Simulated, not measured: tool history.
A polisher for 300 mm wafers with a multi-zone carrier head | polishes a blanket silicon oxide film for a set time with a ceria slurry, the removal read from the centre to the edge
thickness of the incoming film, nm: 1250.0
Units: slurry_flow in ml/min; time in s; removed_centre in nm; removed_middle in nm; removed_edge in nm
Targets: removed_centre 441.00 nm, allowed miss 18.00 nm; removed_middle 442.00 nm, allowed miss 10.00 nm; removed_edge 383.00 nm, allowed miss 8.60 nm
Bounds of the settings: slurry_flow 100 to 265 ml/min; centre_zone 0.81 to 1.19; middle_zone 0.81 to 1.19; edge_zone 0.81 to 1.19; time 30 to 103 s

Run 1, day 0.000: slurry_flow 170 ml/min, centre_zone 1.00, middle_zone 1.00, edge_zone 1.00, time 66 s. Result: removed_centre 316.79 nm, removed_middle 310.38 nm, removed_edge 298.07 nm.
Run 2, day 0.375: slurry_flow 190 ml/min, centre_zone 1.03, middle_zone 1.05, edge_zone 1.04, time 68 s. Result: removed_centre 339.10 nm, removed_middle 337.21 nm, removed_edge 315.11 nm.
Run 3, day 0.467: slurry_flow 190 ml/min, centre_zone 1.03, middle_zone 1.05, edge_zone 1.04, time 56 s. Result: removed_centre 280.72 nm, removed_middle 280.56 nm, removed_edge 258.40 nm.
Run 4, day 0.508: slurry_flow 205 ml/min, centre_zone 1.06, middle_zone 1.08, edge_zone 1.06, time 62 s. Result: removed_centre 322.97 nm, removed_middle 314.56 nm, removed_edge 295.99 nm.
Run 5, day 0.658: slurry_flow 205 ml/min, centre_zone 1.06, middle_zone 1.11, edge_zone 1.06, time 62 s. Result: removed_centre 325.74 nm, removed_middle 322.48 nm, removed_edge 292.80 nm.
Run 6, day 0.904: slurry_flow 215 ml/min, centre_zone 1.07, middle_zone 1.13, edge_zone 1.06, time 66 s. Result: removed_centre 356.24 nm, removed_middle 355.13 nm, removed_edge 314.65 nm.
Run 7, day 1.054: slurry_flow 225 ml/min, centre_zone 1.08, middle_zone 1.15, edge_zone 1.07, time 69 s. Result: removed_centre 371.06 nm, removed_middle 375.93 nm, removed_edge 329.34 nm.
Run 8, day 1.329: slurry_flow 230 ml/min, centre_zone 1.09, middle_zone 1.16, edge_zone 1.08, time 71 s. Result: removed_centre 386.31 nm, removed_middle 384.97 nm, removed_edge 342.74 nm.
Run 9, day 1.625: slurry_flow 235 ml/min, centre_zone 1.09, middle_zone 1.17, edge_zone 1.08, time 73 s. Result: removed_centre 402.35 nm, removed_middle 403.90 nm, removed_edge 353.55 nm.
Run 10, day 1.846: slurry_flow 240 ml/min, centre_zone 1.09, middle_zone 1.18, edge_zone 1.08, time 74 s. Result: removed_centre 406.12 nm, removed_middle 408.37 nm, removed_edge 357.74 nm.
Run 11, day 1.879: slurry_flow 240 ml/min, centre_zone 1.09, middle_zone 1.18, edge_zone 1.08, time 76 s. Result: removed_centre 420.18 nm, removed_middle 420.49 nm, removed_edge 369.95 nm.
Run 12, day 2.100: slurry_flow 240 ml/min, centre_zone 1.09, middle_zone 1.18, edge_zone 1.08, time 76 s. Result: removed_centre 420.91 nm, removed_middle 422.94 nm, removed_edge 367.71 nm.
Run 13, day 2.367: slurry_flow 240 ml/min, centre_zone 1.09, middle_zone 1.18, edge_zone 1.08, time 76 s. Result: removed_centre 414.39 nm, removed_middle 423.18 nm, removed_edge 364.28 nm.
Run 14, day 2.700: slurry_flow 240 ml/min, centre_zone 1.10, middle_zone 1.18, edge_zone 1.09, time 77 s. Result: removed_centre 428.89 nm, removed_middle 427.05 nm, removed_edge 376.33 nm.
Run 15, day 2.921: slurry_flow 245 ml/min, centre_zone 1.10, middle_zone 1.18, edge_zone 1.09, time 77 s. Result: removed_centre 427.29 nm, removed_middle 428.96 nm, removed_edge 373.91 nm.

Which of these 4 next moves meets every target?
Run A, day 3.142: slurry_flow 265 ml/min, centre_zone 1.18, middle_zone 1.11, edge_zone 1.11, time 76 s. Result: removed_centre ?, removed_middle ?, removed_edge ?.
Run B, day 3.142: slurry_flow 220 ml/min, centre_zone 1.07, middle_zone 1.19, edge_zone 1.19, time 77 s. Result: removed_centre ?, removed_middle ?, removed_edge ?.
Run C, day 3.142: slurry_flow 240 ml/min, centre_zone 1.13, middle_zone 1.08, edge_zone 1.10, time 78 s. Result: removed_centre ?, removed_middle ?, removed_edge ?.
Run D, day 3.142: slurry_flow 250 ml/min, centre_zone 1.11, middle_zone 1.19, edge_zone 1.11, time 78 s. Result: removed_centre ?, removed_middle ?, removed_edge ?.

move  removed_centre  removed_middle  removed_edge
   A          457.03          414.77        377.48
   B          409.75          433.63        389.63
   C          443.43          412.54        382.53
   D          438.12          446.01        385.17
A: further off than the last run
B: brings the result that was furthest off to its target, and leaves another outside
C: further off than the last run
D: meets every target
Move D is the one to make.

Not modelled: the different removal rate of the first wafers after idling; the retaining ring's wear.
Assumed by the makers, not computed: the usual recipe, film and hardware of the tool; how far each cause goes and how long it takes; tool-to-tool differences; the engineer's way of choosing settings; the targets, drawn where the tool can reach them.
